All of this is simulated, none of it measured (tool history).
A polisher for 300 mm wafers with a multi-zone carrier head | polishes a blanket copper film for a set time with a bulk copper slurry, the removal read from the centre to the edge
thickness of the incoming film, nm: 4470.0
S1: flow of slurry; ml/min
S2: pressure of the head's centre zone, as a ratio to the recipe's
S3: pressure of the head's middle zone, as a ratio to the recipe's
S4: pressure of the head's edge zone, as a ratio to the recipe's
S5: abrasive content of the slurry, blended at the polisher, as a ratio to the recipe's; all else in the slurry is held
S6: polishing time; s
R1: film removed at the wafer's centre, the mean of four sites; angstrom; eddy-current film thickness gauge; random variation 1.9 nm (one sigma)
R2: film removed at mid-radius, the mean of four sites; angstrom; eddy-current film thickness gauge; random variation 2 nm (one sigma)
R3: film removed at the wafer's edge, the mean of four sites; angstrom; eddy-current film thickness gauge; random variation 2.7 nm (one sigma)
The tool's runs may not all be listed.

| run | hour | S1 | S2 | S3 | S4 | S5 | S6 | R1 | R2 | R3 |
|---|---|---|---|---|---|---|---|---|---|---|
| 1 | 0 | 215 | 1 | 1 | 1 | 1 | 32 | 2444.2 | 2438 | 2419.6 |
| 2 | 1.8 | 215 | 1 | 1 | 1 | 1 | 27 | 2046.4 | 2024.7 | 2098.7 |
| 3 | 5.9 | 215 | 1 | 1 | 0.93 | 1 | 27 | 2044.3 | 2032.7 | 2024.5 |
| 4 | 10 | 220 | 0.99 | 0.99 | 0.95 | 1.05 | 28 | 2112 | 2121.1 | 2110.4 |
| 5 | 18.3 | 210 | 0.98 | 0.98 | 0.97 | 1.1 | 29 | 2195.2 | 2207 | 2189.7 |
| 6 | 26.1 | 245 | 0.98 | 0.98 | 0.97 | 1.1 | 29 | 2217.3 | 2229.3 | 2258.4 |
| 7 | 27.3 | 255 | 0.97 | 0.97 | 0.99 | 1.15 | 29 | 2211.4 | 2244.7 | 2324.9 |
| 8 | 36 | 260 | 0.97 | 0.97 | 1.01 | 1.2 | 29 | 2248.7 | 2276.8 | 2343.7 |
| 9 | 43 | 265 | 0.96 | 0.96 | 1.03 | 1.25 | 30 | 2343.4 | 2344.1 | 2479.6 |
|  | 49.3 | slurry nozzle cleaned |
| 10 | 49.3 | 270 | 0.96 | 0.96 | 1.05 | 1.25 | 30 | 2396 | 2404.8 | 2517.6 |
| 11 | 54.6 | 275 | 0.95 | 0.95 | 1.06 | 1.25 | 30 | 2344.1 | 2381.9 | 2513.6 |
| 12 | 61.3 | 220 | 0.94 | 0.91 | 1.16 | 1.5 | 37 | 2936.6 | 2895.1 | 3322.9 |
| 13 | 65.1 | 215 | 0.94 | 0.91 | 1.16 | 1.5 | 37 | 2922.1 | 2849.5 | 3306.6 |
| 14 | 67.7 | 210 | 0.94 | 0.91 | 1.16 | 1.5 | 37 | 2901.1 | 2842.7 | 3308.5 |

Run 15 comes next. What will it give?
| 15 | 69.8 | 195 | 0.93 | 0.92 | 1.15 | 1.5 | 37 | ? | ? | ? |

Run 15 gave R1 2830.3 angstrom, R2 2856.3 angstrom, R3 3297.1 angstrom.
